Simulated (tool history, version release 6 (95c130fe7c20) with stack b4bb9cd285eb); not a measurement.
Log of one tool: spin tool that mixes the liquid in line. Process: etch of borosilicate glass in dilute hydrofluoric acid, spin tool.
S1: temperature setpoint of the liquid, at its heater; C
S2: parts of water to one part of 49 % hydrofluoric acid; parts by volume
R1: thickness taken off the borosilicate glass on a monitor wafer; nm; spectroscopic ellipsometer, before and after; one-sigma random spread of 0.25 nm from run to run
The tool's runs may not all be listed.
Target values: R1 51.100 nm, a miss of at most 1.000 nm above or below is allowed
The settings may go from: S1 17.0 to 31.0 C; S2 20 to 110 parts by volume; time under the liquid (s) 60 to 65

Run 1, day 0.000: S1 23.0 C, S2 60 parts by volume, time under the liquid (s) 60. Result: R1 38.614 nm.
Run 2, day 0.208: S1 24.5 C, S2 60 parts by volume, time under the liquid (s) 60. Result: R1 41.343 nm.
Run 3, day 0.375: S1 26.0 C, S2 60 parts by volume, time under the liquid (s) 60. Result: R1 43.975 nm.
Run 4, day 0.404: S1 26.0 C, S2 60 parts by volume, time under the liquid (s) 65. Result: R1 47.614 nm.
Run 5, day 0.629: S1 26.0 C, S2 70 parts by volume, time under the liquid (s) 65. Result: R1 39.874 nm.
Run 6, day 0.788: S1 26.0 C, S2 70 parts by volume, time under the liquid (s) 60. Result: R1 36.596 nm.
Run 7, day 1.162: S1 27.5 C, S2 70 parts by volume, time under the liquid (s) 60. Result: R1 39.299 nm.
Run 8, day 1.204: S1 28.5 C, S2 70 parts by volume, time under the liquid (s) 60. Result: R1 40.352 nm.
Run 9, day 1.525: S1 29.0 C, S2 70 parts by volume, time under the liquid (s) 60. Result: R1 41.652 nm.
Run 10, day 1.704: S1 29.5 C, S2 70 parts by volume, time under the liquid (s) 60. Result: R1 42.582 nm.
Run 11, day 1.896: S1 31.0 C, S2 60 parts by volume, time under the liquid (s) 60. Result: R1 53.242 nm.
Run 12, day 1.975: S1 30.5 C, S2 60 parts by volume, time under the liquid (s) 60. Result: R1 52.505 nm.

Which single option among these 4 for the next run brings every result within its allowed miss of target? Just one does.
Run A, day 2.054: S1 31.0 C, S2 65 parts by volume, time under the liquid (s) 65. Result: R1 ?.
Run B, day 2.054: S1 31.0 C, S2 60 parts by volume, time under the liquid (s) 60. Result: R1 ?.
Run C, day 2.054: S1 30.0 C, S2 60 parts by volume, time under the liquid (s) 60. Result: R1 ?.
Run D, day 2.054: S1 29.0 C, S2 55 parts by volume, time under the liquid (s) 60. Result: R1 ?.

move      R1
   A  52.737
   B  53.145
   C  51.127
   D  54.039
A: moves away from the targets compared with the last run
B: moves away from the targets compared with the last run
C: meets every target
D: moves away from the targets compared with the last run
Correct choice: C, which meets every target
